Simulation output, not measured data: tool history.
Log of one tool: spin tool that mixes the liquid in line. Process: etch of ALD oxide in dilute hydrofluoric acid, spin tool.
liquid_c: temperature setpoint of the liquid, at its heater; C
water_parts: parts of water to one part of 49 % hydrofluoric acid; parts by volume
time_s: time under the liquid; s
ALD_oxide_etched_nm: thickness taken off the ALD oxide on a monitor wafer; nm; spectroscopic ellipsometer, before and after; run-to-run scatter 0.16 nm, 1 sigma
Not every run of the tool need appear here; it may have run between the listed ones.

run 1 hour=0 | liquid_c=23 water_parts=90 time_s=60 | ALD_oxide_etched_nm=12.595
run 2 hour=8.7 | liquid_c=23 water_parts=60 time_s=60 | ALD_oxide_etched_nm=19.934
run 3 hour=10.8 | liquid_c=23 water_parts=85 time_s=60 | ALD_oxide_etched_nm=13.369
run 4 hour=18.2 | liquid_c=24.5 water_parts=85 time_s=60 | ALD_oxide_etched_nm=14.177
run 5 hour=19.1 | liquid_c=25.5 water_parts=85 time_s=60 | ALD_oxide_etched_nm=14.843
run 6 hour=27.9 | liquid_c=26.5 water_parts=85 time_s=60 | ALD_oxide_etched_nm=15.582

Run 7 has not been measured yet. What should we expect?
run 7 hour=32.1 | liquid_c=27 water_parts=85 time_s=60 | ALD_oxide_etched_nm=?

Run 7 measured ALD_oxide_etched_nm 15.791 nm.
